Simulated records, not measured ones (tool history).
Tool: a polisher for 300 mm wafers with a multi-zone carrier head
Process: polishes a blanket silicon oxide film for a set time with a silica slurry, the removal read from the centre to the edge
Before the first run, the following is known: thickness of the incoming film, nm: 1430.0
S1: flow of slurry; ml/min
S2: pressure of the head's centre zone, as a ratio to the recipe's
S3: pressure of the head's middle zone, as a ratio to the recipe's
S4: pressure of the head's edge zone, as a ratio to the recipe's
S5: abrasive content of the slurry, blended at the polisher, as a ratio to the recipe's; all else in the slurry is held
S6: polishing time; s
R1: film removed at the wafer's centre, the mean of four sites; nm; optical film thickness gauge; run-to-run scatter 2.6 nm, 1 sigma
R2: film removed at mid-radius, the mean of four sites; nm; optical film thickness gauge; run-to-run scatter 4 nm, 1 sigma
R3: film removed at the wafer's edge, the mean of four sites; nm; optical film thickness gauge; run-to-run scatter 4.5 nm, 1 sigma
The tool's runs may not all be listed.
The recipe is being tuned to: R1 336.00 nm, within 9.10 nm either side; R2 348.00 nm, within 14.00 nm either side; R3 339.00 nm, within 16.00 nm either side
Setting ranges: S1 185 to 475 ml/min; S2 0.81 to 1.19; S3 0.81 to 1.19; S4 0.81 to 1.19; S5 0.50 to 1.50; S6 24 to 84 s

| run | hour | S1 | S2 | S3 | S4 | S5 | S6 | R1 | R2 | R3 |
|---|---|---|---|---|---|---|---|---|---|---|
| 1 | 0.0 | 305 | 1.00 | 1.00 | 1.00 | 1.00 | 54 | 277.56 | 279.05 | 281.41 |
| 2 | 8.6 | 305 | 1.01 | 1.01 | 1.01 | 1.00 | 54 | 275.59 | 285.89 | 265.97 |
| 3 | 10.8 | 305 | 1.01 | 1.01 | 1.01 | 0.80 | 54 | 234.22 | 233.93 | 227.33 |
| 4 | 16.6 | 305 | 1.01 | 1.01 | 1.01 | 0.85 | 54 | 245.75 | 255.39 | 243.88 |
| 5 | 23.3 | 350 | 1.01 | 1.01 | 1.01 | 0.85 | 54 | 248.98 | 257.21 | 245.88 |
| 6 | 30.5 | 355 | 1.01 | 1.01 | 1.01 | 0.90 | 54 | 261.46 | 270.97 | 260.91 |
| 7 | 39.0 | 365 | 1.01 | 1.01 | 1.01 | 0.90 | 54 | 261.96 | 265.49 | 260.31 |
|  | 46.5 | edge zone pressure recalibrated |
| 8 | 46.5 | 370 | 1.01 | 1.01 | 1.01 | 0.95 | 54 | 274.00 | 273.93 | 281.26 |
| 9 | 55.2 | 380 | 1.02 | 1.02 | 1.01 | 0.95 | 54 | 277.43 | 277.95 | 275.05 |
| 10 | 60.4 | 385 | 1.02 | 1.03 | 1.01 | 0.95 | 54 | 278.44 | 289.40 | 283.24 |

Consider the 5 candidate settings below. Which is the only one whose results all fall within their allowed miss of target?
| A | 65.6 | 270 | 1.12 | 1.05 | 0.87 | 0.70 | 78 | ? | ? | ? |
| B | 65.6 | 420 | 1.00 | 1.03 | 0.97 | 0.80 | 76 | ? | ? | ? |
| C | 65.6 | 375 | 0.95 | 1.19 | 0.94 | 1.15 | 58 | ? | ? | ? |
| D | 65.6 | 455 | 0.97 | 1.01 | 1.00 | 0.90 | 46 | ? | ? | ? |
| E | 65.6 | 315 | 1.09 | 1.11 | 0.95 | 1.05 | 61 | ? | ? | ? |

| move | R1 | R2 | R3 |
|---|---|---|---|
| A | 322.43 | 299.04 | 280.58 |
| B | 336.08 | 342.59 | 338.64 |
| C | 314.92 | 382.60 | 329.56 |
| D | 219.47 | 226.84 | 230.76 |
| E | 353.92 | 353.04 | 326.07 |
A: closer than the last run, but not yet in spec
B: every result within its allowed miss
C: closer than the last run, but not yet in spec
D: lands further from the targets than the last run did
E: pushes the last run's worst result past its target
Correct choice: B, which meets every target
